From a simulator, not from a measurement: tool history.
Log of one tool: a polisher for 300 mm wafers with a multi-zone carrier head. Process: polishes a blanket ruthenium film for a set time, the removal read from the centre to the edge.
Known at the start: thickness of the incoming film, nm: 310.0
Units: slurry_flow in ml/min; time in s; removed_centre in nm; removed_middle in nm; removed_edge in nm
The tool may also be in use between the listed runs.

run  hour  slurry_flow  centre_zone  middle_zone  edge_zone  time  removed_centre  removed_middle  removed_edge
  1     0          150            1            1          1    59          107.18          96.315        101.65
  2   1.5          150            1            1          1    74          133.98          125.86        125.99
  3   9.3          150            1            1          1    81          146.18          138.09        138.95
  4  11.8          135         0.95            1       1.01    67          112.61          110.69        114.94
  5  13.7          125         0.91         0.99       0.99    57          91.183          91.596        96.383
  6  16.6          125         0.85         0.99       0.99    57          84.476          95.584        93.919
  7  21.9          115         0.84         0.98       1.01    50          73.056          81.555        81.683

The next listed run, before its measurement:
  8  26.2          110         0.83         0.96       1.06    46               ?               ?             ?

Run 8 gave removed_centre 64.851 nm, removed_middle 70.343 nm, removed_edge 77.338 nm.
